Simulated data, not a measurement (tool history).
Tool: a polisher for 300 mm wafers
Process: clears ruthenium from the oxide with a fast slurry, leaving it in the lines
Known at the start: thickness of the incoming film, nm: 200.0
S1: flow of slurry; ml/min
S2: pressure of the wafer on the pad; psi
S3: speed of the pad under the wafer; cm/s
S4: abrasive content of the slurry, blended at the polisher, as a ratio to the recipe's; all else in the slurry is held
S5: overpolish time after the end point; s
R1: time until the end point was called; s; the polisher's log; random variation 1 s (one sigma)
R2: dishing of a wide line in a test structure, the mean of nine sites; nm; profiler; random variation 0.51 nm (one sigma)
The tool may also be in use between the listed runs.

run	hour	S1	S2	S3	S4	S5	R1	R2
1	0.0	155	3.0	86	1.00	27	45.401	79.177
2	7.7	155	3.6	86	1.00	27	37.659	92.798
3	11.2	140	3.6	86	1.00	27	39.513	89.098
4	15.8	140	3.3	86	1.00	27	41.535	84.437
5	24.8	140	3.3	86	1.00	33	42.101	97.863
6	27.5	140	3.3	86	1.20	33	39.176	104.860
7	36.0	135	3.2	84	1.20	30	42.524	90.216
8	41.3	135	3.2	84	1.20	30	42.319	92.708
9	43.9	140	3.1	84	1.15	28	44.322	85.959
10	45.6	135	3.1	82	1.10	26	45.755	77.885
11	47.9	130	3.0	82	1.05	24	47.694	70.527
12	54.1	125	2.9	82	1.00	22	50.683	62.673
13	61.4	125	2.8	82	0.95	21	55.031	57.449
14	66.5	125	2.8	82	0.90	20	54.445	52.904
15	73.5	125	2.7	82	0.90	19	54.869	48.209
16	77.7	125	2.7	82	0.90	19	56.505	50.914
17	79.1	125	2.6	82	0.90	18	59.475	46.177
18	80.4	125	2.6	82	0.90	17	58.485	42.925
19	81.6	130	2.0	80	0.90	10	74.726	21.403

Forecast run 20:
20	82.9	125	2.0	80	0.90	10	?	?

{"run 20": {"R1": 75.62, "R2": 21.645}}
